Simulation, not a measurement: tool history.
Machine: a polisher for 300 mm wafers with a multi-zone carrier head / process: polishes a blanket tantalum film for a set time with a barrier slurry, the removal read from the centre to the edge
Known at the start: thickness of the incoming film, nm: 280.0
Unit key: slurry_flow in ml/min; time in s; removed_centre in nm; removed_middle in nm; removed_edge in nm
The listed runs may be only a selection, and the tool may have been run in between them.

run,hour,slurry_flow,centre_zone,middle_zone,edge_zone,slurry_solids,time,removed_centre,removed_middle,removed_edge
1,0,150,1,1,1,1,73,92.102,91.65,94.915
2,7.4,145,0.99,1.03,0.96,0.95,73,90.481,91.883,90.861
3,8.8,145,0.95,1.03,0.96,0.95,73,85.686,92.079,88.665
4,11.7,145,0.95,1.03,0.96,0.95,88,104.06,112.06,109.1
5,14.8,160,0.95,1.03,0.96,0.95,88,105.63,112.2,109.82
6,18.2,160,0.95,1.03,0.96,0.95,103,123.76,131.38,129.86
7,19.8,160,0.93,1.04,0.93,0.85,98,110.16,120.37,114.9
8,27,160,0.92,1.05,0.91,0.8,95,102.59,115.61,108
9,33.1,160,0.92,1.06,0.89,0.75,92,97.304,110.02,99.281
10,41,160,0.91,1.06,0.87,0.7,90,91.4,104.59,95.053
11,42.7,160,0.91,1.07,0.86,0.65,88,85.693,98.771,87.034
12,48.1,155,0.91,1.08,0.85,0.6,88,83.042,95.57,85.039
13,53.4,150,0.91,1.1,0.84,0.6,88,81.523,96.859,83.374

Run 14 has not been measured yet. What should we expect?
14,55.8,145,0.92,1.11,0.83,0.6,88,?,?,?

Run 14 came out at removed_centre 81.087 nm, removed_middle 97.148 nm, removed_edge 84.523 nm.
